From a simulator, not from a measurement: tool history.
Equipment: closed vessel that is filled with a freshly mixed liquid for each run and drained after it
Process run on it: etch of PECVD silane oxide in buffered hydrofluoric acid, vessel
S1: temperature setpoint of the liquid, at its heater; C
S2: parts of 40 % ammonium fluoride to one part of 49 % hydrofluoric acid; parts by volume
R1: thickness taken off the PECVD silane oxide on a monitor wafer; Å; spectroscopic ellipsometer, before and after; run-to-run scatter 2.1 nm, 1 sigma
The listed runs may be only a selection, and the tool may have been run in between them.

{"run": 1, "day": 0.0, "S1": 24.0, "S2": 15.5, "time in the liquid (s)": 30, "R1": 959.54}
{"run": 2, "day": 0.204, "S1": 26.5, "S2": 13.0, "time in the liquid (s)": 30, "R1": 1283.4}
{"run": 3, "day": 0.275, "S1": 28.5, "S2": 11.0, "time in the liquid (s)": 30, "R1": 1691.3}
{"run": 4, "day": 0.654, "S1": 29.5, "S2": 10.5, "time in the liquid (s)": 30, "R1": 1910.2}
{"run": 5, "day": 0.975, "S1": 29.5, "S2": 10.5, "time in the liquid (s)": 30, "R1": 1920.7}
{"run": 6, "day": 1.079, "S1": 30.5, "S2": 10.5, "time in the liquid (s)": 30, "R1": 2001.5}
{"run": 7, "day": 1.225, "S1": 31.0, "S2": 10.0, "time in the liquid (s)": 30, "R1": 2142.6}

Run 8 is up next; what results do you expect?
{"run": 8, "day": 1.279, "S1": 31.5, "S2": 10.0, "time in the liquid (s)": 30, "R1": "?"}

{"run 8": {"R1": 2215.5}}

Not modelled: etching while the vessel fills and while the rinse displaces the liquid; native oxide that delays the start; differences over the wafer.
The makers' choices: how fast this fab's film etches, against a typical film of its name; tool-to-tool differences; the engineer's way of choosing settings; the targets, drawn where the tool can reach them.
